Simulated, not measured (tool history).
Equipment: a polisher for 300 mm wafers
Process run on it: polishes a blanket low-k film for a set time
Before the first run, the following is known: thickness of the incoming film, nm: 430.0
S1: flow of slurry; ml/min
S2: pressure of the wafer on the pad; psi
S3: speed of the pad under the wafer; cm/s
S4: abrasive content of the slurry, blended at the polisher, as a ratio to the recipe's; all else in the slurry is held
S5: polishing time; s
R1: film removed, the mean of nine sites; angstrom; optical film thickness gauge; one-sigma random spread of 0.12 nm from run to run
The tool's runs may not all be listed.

run 1 day=0.000 | S1=255 S2=2.2 S3=86 S4=1.0 S5=54 | R1=273.87
run 2 day=0.117 | S1=255 S2=2.2 S3=74 S4=1.0 S5=54 | R1=242.24
run 3 day=0.188 | S1=255 S2=2.0 S3=74 S4=1.0 S5=54 | R1=221.34
run 4 day=0.225 | S1=255 S2=2.0 S3=74 S4=1.0 S5=49 | R1=200.93
run 5 day=0.304 | S1=255 S2=1.9 S3=74 S4=1.0 S5=49 | R1=187.60
run 6 day=0.650 | S1=295 S2=1.9 S3=74 S4=1.0 S5=49 | R1=193.65

Estimate the outcome of run 7 from the log above:
run 7 day=0.929 | S1=295 S2=1.8 S3=74 S4=1.0 S5=49 | R1=?

{"run 7": {"R1": 184.0}}
